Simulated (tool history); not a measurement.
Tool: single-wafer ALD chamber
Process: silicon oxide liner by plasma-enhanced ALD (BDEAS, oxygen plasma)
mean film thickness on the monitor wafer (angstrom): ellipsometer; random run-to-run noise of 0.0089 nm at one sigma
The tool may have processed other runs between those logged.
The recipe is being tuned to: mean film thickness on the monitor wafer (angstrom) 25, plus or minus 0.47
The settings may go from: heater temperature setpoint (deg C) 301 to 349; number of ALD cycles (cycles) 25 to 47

run	hour	heater temperature setpoint (deg C)	number of ALD cycles (cycles)	mean film thickness on the monitor wafer (angstrom)
1	0	325	36	34.032
2	8.5	333	36	33.544
3	9.6	333	35	32.652
4	16.5	333	33	30.744
5	18.8	333	36	33.654
6	25.5	333	35	32.667
7	26.9	333	35	32.542
8	29.1	333	34	31.684
9	32.2	336	28	26.077

Of the 5 settings listed for the next run, only one would bring every result within its allowed miss of target. Which one?
A	35.3	343	28	?
B	35.3	336	29	?
C	35.3	334	29	?
D	35.3	337	27	?
E	35.3	338	29	?

move	mean film thickness on the monitor wafer (angstrom)
A	25.557
B	26.71
C	26.779
D	24.836
E	26.641
A: nearer than the last run, and not there yet
B: the biggest miss grows against the last run
C: the biggest miss grows against the last run
D: all results in spec
E: the biggest miss grows against the last run
Go with D: it meets all targets.
